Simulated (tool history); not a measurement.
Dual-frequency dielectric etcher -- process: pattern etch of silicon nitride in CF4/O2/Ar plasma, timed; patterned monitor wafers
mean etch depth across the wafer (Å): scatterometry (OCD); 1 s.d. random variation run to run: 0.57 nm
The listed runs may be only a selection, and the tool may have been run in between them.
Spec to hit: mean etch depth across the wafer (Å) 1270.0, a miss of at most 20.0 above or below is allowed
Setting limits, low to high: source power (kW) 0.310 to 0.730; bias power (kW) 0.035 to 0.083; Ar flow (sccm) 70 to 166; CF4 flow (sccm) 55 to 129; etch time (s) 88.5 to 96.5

run  hour  source power (kW)  bias power (kW)  Ar flow (sccm)  CF4 flow (sccm)  etch time (s)  mean etch depth across the wafer (Å)
  1   0.0              0.520            0.059             118               92           96.5                                2014.4
  2   8.4              0.520            0.067             118               92           96.5                                2114.7
  3  14.5              0.520            0.075             118               92           96.5                                2186.2
  4  21.8              0.520            0.075             118               92           88.5                                2010.9
  5  29.5              0.490            0.072             121               91           88.5                                1860.6
  6  35.6              0.460            0.072             121               91           88.5                                1747.0
  7  37.4              0.440            0.072             121               91           88.5                                1661.6
  8  44.2              0.420            0.072             121               91           88.5                                1589.2
  9  48.6              0.410            0.072             121               91           88.5                                1562.3
 10  53.4              0.310            0.065             124               90           88.5                                1116.4
 11  55.0              0.320            0.065             124               90           88.5                                1152.9
 12  58.5              0.330            0.065             124               90           88.5                                1193.0

Exercise: of the 5 proposed moves below, exactly one satisfies all targets within the stated allowed misses. Which move is it?
  A  62.0              0.340            0.067             126               94           90.5                                     ?
  B  62.0              0.330            0.069             115               78           96.5                                     ?
  C  62.0              0.330            0.056             115               78           88.5                                     ?
  D  62.0              0.310            0.069             137               86           88.5                                     ?
  E  62.0              0.350            0.065             125               94           90.5                                     ?

move  mean etch depth across the wafer (Å)
   A                                1275.5
   B                                1316.4
   C                                1122.5
   D                                1123.6
   E                                1302.3
A: every result lands within tolerance
B: carries the result that was furthest off beyond its target, to the other side
C: further off than the last run
D: further off than the last run
E: carries the result that was furthest off beyond its target, to the other side
A is the move that brings every result within its allowed miss.
